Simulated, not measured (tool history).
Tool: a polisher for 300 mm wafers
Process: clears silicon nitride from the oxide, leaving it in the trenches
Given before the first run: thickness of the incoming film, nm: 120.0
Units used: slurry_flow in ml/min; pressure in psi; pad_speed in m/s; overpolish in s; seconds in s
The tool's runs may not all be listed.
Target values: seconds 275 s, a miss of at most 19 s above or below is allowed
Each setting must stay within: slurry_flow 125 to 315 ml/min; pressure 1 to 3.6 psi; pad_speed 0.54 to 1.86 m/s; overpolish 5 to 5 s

run	hour	slurry_flow	pressure	pad_speed	overpolish	seconds
1	0	205	2.3	1.18	5	136.01
2	1.4	240	2.3	1.18	5	137.34
3	4.4	240	2.1	1.14	5	147.76
4	9.7	240	1.9	1.06	5	173.71
5	12.8	240	1.7	1.02	5	199.35
6	14.3	240	1.6	1	5	212.09
7	23.2	240	1.5	1	5	225.07
8	31.1	240	1.4	1	5	243.34

Which of these 4 next moves meets every target?
A	39	200	1.4	0.88	5	?
B	39	190	1.4	1.4	5	?
C	39	260	1.5	1	5	?
D	39	270	1.3	1.12	5	?

move	seconds
A	277.4
B	188.29
C	226.79
D	233.57
A: in spec on every target
B: its largest miss is bigger than the last run's
C: its largest miss is bigger than the last run's
D: its largest miss is bigger than the last run's
Go with A: it meets all targets.
